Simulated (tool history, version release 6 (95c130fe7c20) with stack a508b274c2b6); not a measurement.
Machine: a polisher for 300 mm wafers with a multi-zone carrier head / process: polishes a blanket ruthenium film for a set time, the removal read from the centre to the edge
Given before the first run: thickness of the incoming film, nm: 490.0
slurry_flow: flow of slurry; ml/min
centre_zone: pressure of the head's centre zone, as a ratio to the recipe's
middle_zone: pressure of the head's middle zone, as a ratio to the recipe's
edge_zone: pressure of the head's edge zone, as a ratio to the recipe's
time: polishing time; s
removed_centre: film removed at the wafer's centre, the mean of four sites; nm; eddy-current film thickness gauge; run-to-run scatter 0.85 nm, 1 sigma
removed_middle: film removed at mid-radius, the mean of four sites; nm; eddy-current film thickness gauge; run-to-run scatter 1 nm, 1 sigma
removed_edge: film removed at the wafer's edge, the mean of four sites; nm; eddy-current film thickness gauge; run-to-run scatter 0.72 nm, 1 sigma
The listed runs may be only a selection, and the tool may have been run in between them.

| run | hour | slurry_flow | centre_zone | middle_zone | edge_zone | time | removed_centre | removed_middle | removed_edge |
|---|---|---|---|---|---|---|---|---|---|
| 1 | 0.0 | 205 | 1.00 | 1.00 | 1.00 | 52 | 63.862 | 65.491 | 62.716 |
| 2 | 3.7 | 215 | 1.03 | 1.02 | 1.01 | 53 | 67.037 | 67.663 | 65.269 |
| 3 | 4.7 | 215 | 1.03 | 0.94 | 1.01 | 53 | 67.814 | 63.635 | 65.422 |
| 4 | 10.1 | 220 | 1.05 | 0.97 | 1.01 | 54 | 70.507 | 66.123 | 67.249 |
| 5 | 18.4 | 220 | 1.01 | 0.97 | 1.01 | 54 | 67.534 | 65.452 | 66.816 |
| 6 | 20.3 | 220 | 0.94 | 0.97 | 1.01 | 54 | 62.336 | 66.328 | 66.252 |

Run 7, settings as shown, results not yet in. Your forecast:
| 7 | 29.3 | 225 | 0.98 | 1.00 | 1.00 | 55 | ? | ? | ? |

removed_centre: 67.383 nm
removed_middle: 70.943 nm
removed_edge: 68.736 nm

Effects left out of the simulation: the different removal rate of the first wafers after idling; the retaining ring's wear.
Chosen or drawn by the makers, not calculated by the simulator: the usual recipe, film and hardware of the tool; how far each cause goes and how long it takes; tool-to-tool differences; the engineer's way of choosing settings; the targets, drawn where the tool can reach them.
